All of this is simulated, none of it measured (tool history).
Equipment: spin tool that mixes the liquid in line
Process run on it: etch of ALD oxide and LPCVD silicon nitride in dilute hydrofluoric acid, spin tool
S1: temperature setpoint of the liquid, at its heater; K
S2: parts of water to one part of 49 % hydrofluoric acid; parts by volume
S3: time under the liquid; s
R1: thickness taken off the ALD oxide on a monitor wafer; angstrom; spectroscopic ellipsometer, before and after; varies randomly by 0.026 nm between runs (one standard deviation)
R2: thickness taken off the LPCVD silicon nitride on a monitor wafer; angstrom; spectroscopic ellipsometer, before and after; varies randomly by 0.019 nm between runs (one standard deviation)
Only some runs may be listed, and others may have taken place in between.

| run | hour | S1 | S2 | S3 | R1 | R2 |
|---|---|---|---|---|---|---|
| 1 | 0 | 293.15 | 200 | 160 | 77.238 | 3.3583 |
| 2 | 4.4 | 296.15 | 200 | 160 | 86.263 | 4.0417 |
| 3 | 8.3 | 294.65 | 200 | 160 | 81.149 | 3.2218 |
| 4 | 9.9 | 294.65 | 145 | 160 | 118.43 | 4.5455 |
| 5 | 10.8 | 294.65 | 145 | 225 | 166.31 | 6.4339 |
| 6 | 12.6 | 297.65 | 145 | 225 | 188.33 | 8.135 |
| 7 | 18.5 | 296.65 | 160 | 225 | 161.03 | 6.8067 |
| 8 | 25.7 | 296.15 | 170 | 225 | 147.48 | 6.0254 |
| 9 | 31.7 | 295.65 | 180 | 225 | 135.27 | 6.0317 |
| 10 | 39.1 | 295.15 | 190 | 225 | 124.27 | 5.8528 |
| 11 | 47 | 291.15 | 270 | 220 | 67.527 | 2.8029 |
| 12 | 47.6 | 290.65 | 280 | 220 | 63.99 | 2.3401 |

Estimate the outcome of run 13 from the log above:
| 13 | 48.4 | 291.65 | 290 | 220 | ? | ? |

R1: 63.465 angstrom
R2: 2.6399 angstrom
